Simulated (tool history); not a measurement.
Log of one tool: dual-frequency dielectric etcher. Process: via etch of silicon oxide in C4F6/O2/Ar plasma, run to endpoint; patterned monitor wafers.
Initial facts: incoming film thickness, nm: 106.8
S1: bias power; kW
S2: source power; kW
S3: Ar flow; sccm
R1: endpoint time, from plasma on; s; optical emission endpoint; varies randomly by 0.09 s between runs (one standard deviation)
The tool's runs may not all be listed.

run 1 hour=0 | S1=0.597 S2=0.41 S3=357 | R1=21.445
run 2 hour=3.3 | S1=0.597 S2=0.41 S3=380 | R1=21.624
run 3 hour=10.4 | S1=0.597 S2=0.36 S3=380 | R1=23.171
run 4 hour=13.4 | S1=0.655 S2=0.39 S3=375 | R1=21.108
run 5 hour=19.3 | S1=0.701 S2=0.4 S3=373 | R1=20.053
run 6 hour=23.4 | S1=0.701 S2=0.4 S3=400 | R1=20.355
run 7 hour=26.4 | S1=0.735 S2=0.41 S3=398 | R1=19.513
run 8 hour=34.2 | S1=0.761 S2=0.42 S3=397 | R1=18.93
run 9 hour=35.1 | S1=0.78 S2=0.42 S3=396 | R1=18.945
-- hour=35.8 bias power generator calibrated
run 10 hour=35.8 | S1=0.795 S2=0.43 S3=394 | R1=18.829
run 11 hour=40.5 | S1=0.806 S2=0.45 S3=394 | R1=18.416
run 12 hour=48.1 | S1=0.814 S2=0.46 S3=392 | R1=17.885

Run 13 has not been measured yet. What should we expect?
run 13 hour=50.7 | S1=0.819 S2=0.46 S3=392 | R1=?

R1: 17.921 s
